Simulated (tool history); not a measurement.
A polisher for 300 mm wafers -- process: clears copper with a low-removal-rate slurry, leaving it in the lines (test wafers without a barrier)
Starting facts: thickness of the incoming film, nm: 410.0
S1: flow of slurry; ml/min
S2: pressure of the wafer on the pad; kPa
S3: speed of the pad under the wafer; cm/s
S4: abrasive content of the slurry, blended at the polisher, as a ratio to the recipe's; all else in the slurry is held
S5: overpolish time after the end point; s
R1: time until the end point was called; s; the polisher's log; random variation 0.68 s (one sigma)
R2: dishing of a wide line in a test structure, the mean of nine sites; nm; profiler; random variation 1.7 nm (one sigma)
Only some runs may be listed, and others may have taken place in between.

| run | hour | S1 | S2 | S3 | S4 | S5 | R1 | R2 |
|---|---|---|---|---|---|---|---|---|
| 1 | 0 | 250 | 24.8 | 84 | 1 | 12 | 124.57 | 32.629 |
| 2 | 2 | 250 | 18.6 | 84 | 1 | 12 | 168.41 | 25.035 |
| 3 | 6.7 | 250 | 18.6 | 74 | 1 | 12 | 186.2 | 22.455 |
| 4 | 10.2 | 215 | 18.6 | 74 | 1 | 12 | 190.45 | 22.629 |
| 5 | 14.7 | 215 | 18.6 | 74 | 1 | 9 | 189.21 | 16.644 |
| 6 | 17.6 | 215 | 18.6 | 74 | 0.8 | 9 | 200.77 | 15.78 |
| 7 | 18.6 | 215 | 24.8 | 80 | 0.8 | 11 | 143.91 | 26.452 |
| 8 | 20.5 | 220 | 29.6 | 82 | 0.8 | 12 | 118.23 | 34.911 |
| 9 | 22.2 | 230 | 32.4 | 86 | 0.8 | 13 | 103.02 | 42.735 |
|  | 25.6 | worn pad replaced by a new one |
| 10 | 25.6 | 235 | 34.5 | 90 | 0.8 | 14 | 88.272 | 51.743 |

The next listed run, before its measurement:
| 11 | 29.9 | 240 | 39.3 | 92 | 0.8 | 18 | ? | ? |

{"run 11": {"R1": 75.845, "R2": 73.581}}
